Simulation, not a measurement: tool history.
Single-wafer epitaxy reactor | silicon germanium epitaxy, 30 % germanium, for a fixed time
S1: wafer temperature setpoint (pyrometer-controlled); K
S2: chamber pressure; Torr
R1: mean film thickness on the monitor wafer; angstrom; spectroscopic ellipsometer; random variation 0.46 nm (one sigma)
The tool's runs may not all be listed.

run,day,S1,S2,R1
1,0.000,888.15,19.7,845.56
2,0.138,888.15,17.7,834.24
3,0.242,890.15,17.8,856.00
4,0.367,890.15,19.8,879.98
5,0.692,890.15,22.1,898.83
6,0.908,891.15,22.1,914.09
7,1.033,892.15,22.1,931.60

Forecast run 8:
8,1.067,893.15,22.1,?

{"run 8": {"R1": 948.94}}
